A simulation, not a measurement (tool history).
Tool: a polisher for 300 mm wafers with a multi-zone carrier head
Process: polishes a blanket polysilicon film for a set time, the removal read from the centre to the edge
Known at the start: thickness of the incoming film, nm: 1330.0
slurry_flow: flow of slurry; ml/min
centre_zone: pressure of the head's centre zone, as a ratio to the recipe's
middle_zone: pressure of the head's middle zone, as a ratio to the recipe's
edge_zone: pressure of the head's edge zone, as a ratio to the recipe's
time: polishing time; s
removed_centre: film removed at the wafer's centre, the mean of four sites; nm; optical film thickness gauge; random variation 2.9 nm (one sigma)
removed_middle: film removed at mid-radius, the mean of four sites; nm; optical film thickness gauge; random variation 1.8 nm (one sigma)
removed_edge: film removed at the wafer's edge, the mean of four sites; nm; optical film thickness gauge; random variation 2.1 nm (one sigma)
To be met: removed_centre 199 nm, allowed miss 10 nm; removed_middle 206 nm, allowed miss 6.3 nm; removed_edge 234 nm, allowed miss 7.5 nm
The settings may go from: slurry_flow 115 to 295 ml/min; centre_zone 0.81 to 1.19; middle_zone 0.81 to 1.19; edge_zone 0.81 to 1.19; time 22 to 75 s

| run | hour | slurry_flow | centre_zone | middle_zone | edge_zone | time | removed_centre | removed_middle | removed_edge |
|---|---|---|---|---|---|---|---|---|---|
| 1 | 0 | 190 | 1 | 1 | 1 | 48 | 172 | 172.02 | 176.42 |
| 2 | 3.1 | 195 | 0.99 | 1 | 1.04 | 50 | 175.55 | 181.68 | 185.91 |
| 3 | 8.6 | 195 | 0.98 | 0.98 | 1.07 | 52 | 183.72 | 184.37 | 196.89 |
| 4 | 11.5 | 200 | 0.97 | 0.98 | 1.1 | 53 | 185.62 | 189.67 | 199.39 |
| 5 | 12.7 | 195 | 0.95 | 0.96 | 1.11 | 55 | 182.99 | 195.77 | 205.41 |
| 6 | 14.1 | 195 | 0.95 | 0.93 | 1.13 | 56 | 186.94 | 190.54 | 208.94 |
| 7 | 20.4 | 195 | 0.95 | 0.93 | 1.13 | 56 | 194.29 | 189.47 | 211.37 |
| 8 | 21.6 | 195 | 0.93 | 0.92 | 1.14 | 57 | 191.77 | 193.41 | 216.44 |
| 9 | 24.3 | 200 | 0.92 | 0.92 | 1.15 | 58 | 198.26 | 197.47 | 224.37 |
| 10 | 32.9 | 205 | 0.91 | 0.92 | 1.16 | 58 | 192.33 | 198.81 | 222.35 |
| 11 | 36.7 | 210 | 0.91 | 0.92 | 1.17 | 58 | 187.63 | 200.45 | 223.24 |

Which of these 4 next moves meets every target?
| A | 40.5 | 235 | 0.84 | 0.93 | 1.19 | 57 | ? | ? | ? |
| B | 40.5 | 220 | 0.82 | 0.91 | 1.19 | 57 | ? | ? | ? |
| C | 40.5 | 215 | 0.99 | 0.98 | 1.18 | 53 | ? | ? | ? |
| D | 40.5 | 140 | 0.92 | 0.94 | 1.18 | 64 | ? | ? | ? |

| move | removed_centre | removed_middle | removed_edge |
|---|---|---|---|
| A | 175.68 | 201.64 | 223.98 |
| B | 169.93 | 196.97 | 222.53 |
| C | 188.85 | 191.79 | 205.66 |
| D | 193.98 | 207.79 | 234.32 |
A: further off than the last run
B: further off than the last run
C: further off than the last run
D: meets every target
Move D is the one to make.

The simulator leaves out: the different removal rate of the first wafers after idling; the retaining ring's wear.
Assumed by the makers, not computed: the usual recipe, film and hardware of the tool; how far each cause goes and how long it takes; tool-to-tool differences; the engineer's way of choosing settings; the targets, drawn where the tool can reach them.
